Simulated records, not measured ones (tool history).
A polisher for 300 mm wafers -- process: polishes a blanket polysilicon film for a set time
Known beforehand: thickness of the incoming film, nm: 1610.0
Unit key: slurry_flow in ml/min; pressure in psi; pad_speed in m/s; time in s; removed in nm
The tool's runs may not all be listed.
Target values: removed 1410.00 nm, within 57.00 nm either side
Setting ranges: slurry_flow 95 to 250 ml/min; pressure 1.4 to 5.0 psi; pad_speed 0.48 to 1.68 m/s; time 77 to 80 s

{"run": 1, "hour": 0.0, "slurry_flow": 160, "pressure": 3.2, "pad_speed": 1.08, "time": 77, "removed": 960.81}
{"run": 2, "hour": 5.4, "slurry_flow": 160, "pressure": 3.2, "pad_speed": 0.92, "time": 77, "removed": 828.61}
{"run": 3, "hour": 10.6, "slurry_flow": 165, "pressure": 3.6, "pad_speed": 0.92, "time": 77, "removed": 923.77}
{"run": 4, "hour": 14.9, "slurry_flow": 165, "pressure": 3.6, "pad_speed": 0.92, "time": 80, "removed": 971.62}
{"run": 5, "hour": 21.9, "slurry_flow": 165, "pressure": 3.6, "pad_speed": 0.92, "time": 80, "removed": 945.9}
{"run": 6, "hour": 28.2, "slurry_flow": 165, "pressure": 3.6, "pad_speed": 0.7, "time": 80, "removed": 764.4}
{"run": 7, "hour": 34.7, "slurry_flow": 165, "pressure": 4.0, "pad_speed": 0.76, "time": 80, "removed": 912.07}
{"run": 8, "hour": 42.1, "slurry_flow": 165, "pressure": 4.3, "pad_speed": 0.8, "time": 80, "removed": 1028.8}
{"run": 9, "hour": 47.0, "slurry_flow": 165, "pressure": 4.5, "pad_speed": 0.84, "time": 80, "removed": 1112.5}
{"run": 10, "hour": 53.1, "slurry_flow": 165, "pressure": 4.6, "pad_speed": 0.86, "time": 80, "removed": 1136.1}
{"run": 11, "hour": 59.2, "slurry_flow": 170, "pressure": 4.7, "pad_speed": 0.9, "time": 80, "removed": 1226.9}
{"hour": 65.9, "done": "head pressure recalibrated"}
{"run": 12, "hour": 65.9, "slurry_flow": 170, "pressure": 4.8, "pad_speed": 0.92, "time": 80, "removed": 1231.7}
{"run": 13, "hour": 67.7, "slurry_flow": 170, "pressure": 4.9, "pad_speed": 0.96, "time": 80, "removed": 1303.8}
{"run": 14, "hour": 72.0, "slurry_flow": 170, "pressure": 4.9, "pad_speed": 0.98, "time": 80, "removed": 1320.5}
{"run": 15, "hour": 76.3, "slurry_flow": 170, "pressure": 4.9, "pad_speed": 1.0, "time": 80, "removed": 1336.1}

Which single option among these 4 for the next run brings every result within its allowed miss of target? Just one does.
{"run": "A", "hour": 80.6, "slurry_flow": 125, "pressure": 4.6, "pad_speed": 1.16, "time": 77, "removed": "?"}
{"run": "B", "hour": 80.6, "slurry_flow": 170, "pressure": 5.0, "pad_speed": 0.86, "time": 80, "removed": "?"}
{"run": "C", "hour": 80.6, "slurry_flow": 140, "pressure": 4.8, "pad_speed": 1.2, "time": 77, "removed": "?"}
{"run": "D", "hour": 80.6, "slurry_flow": 175, "pressure": 4.9, "pad_speed": 0.98, "time": 77, "removed": "?"}

move=A removed=1279.30
move=B removed=1185.00
move=C removed=1409.40
move=D removed=1256.00
A: misses by more than the last run did
B: misses by more than the last run did
C: all results land within tolerance of their targets
D: misses by more than the last run did
The right move is C.
